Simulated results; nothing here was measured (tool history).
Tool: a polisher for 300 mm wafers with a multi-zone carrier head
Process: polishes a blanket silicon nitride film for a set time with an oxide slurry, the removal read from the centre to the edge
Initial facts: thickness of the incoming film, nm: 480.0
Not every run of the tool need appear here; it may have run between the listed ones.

run  hour  flow of slurry (ml/min)  pressure of the head's centre zone  pressure of the head's middle zone  pressure of the head's edge zone  abrasive content of the slurry  polishing time (s)  film removed at the wafer's centre (angstrom)  film removed at mid-radius (angstrom)  film removed at the wafer's edge (angstrom)
  1   0.0                      305                                1.00                                1.00                              1.00                             1.0                  40                                         342.25                                 336.02                                       321.84
  2   0.8                      295                                0.99                                0.97                              0.99                             1.0                  40                                         334.09                                 325.67                                       321.55
  3   9.8                      340                                0.99                                0.97                              0.99                             1.0                  40                                         342.88                                 332.91                                       324.19
  4  18.2                      340                                0.99                                0.97                              0.99                             0.9                  40                                         319.56                                 305.25                                       301.25
  5  22.3                      340                                0.99                                0.96                              0.99                             0.9                  40                                         316.97                                 308.24                                       303.13
  6  31.1                      340                                1.08                                0.96                              0.99                             0.9                  40                                         341.96                                 303.99                                       299.40
  7  35.5                      335                                1.07                                0.95                              0.99                             0.9                  40                                         340.54                                 302.93                                       302.36
  8  43.7                      330                                1.06                                0.94                              0.99                             0.9                  40                                         339.25                                 302.19                                       300.40
  9  49.3                      330                                1.05                                0.93                              1.00                             0.9                  40                                         335.81                                 300.63                                       300.22
 10  53.6                      325                                1.04                                0.91                              1.01                             0.9                  40                                         334.80                                 292.06                                       306.36

The next listed run, before its measurement:
 11  57.1                      325                                1.03                                0.91                              1.01                             0.9                  40                                              ?                                      ?                                            ?

{"run 11": {"film removed at the wafer's centre (angstrom)": 329.26, "film removed at mid-radius (angstrom)": 296.98, "film removed at the wafer's edge (angstrom)": 308.89}}

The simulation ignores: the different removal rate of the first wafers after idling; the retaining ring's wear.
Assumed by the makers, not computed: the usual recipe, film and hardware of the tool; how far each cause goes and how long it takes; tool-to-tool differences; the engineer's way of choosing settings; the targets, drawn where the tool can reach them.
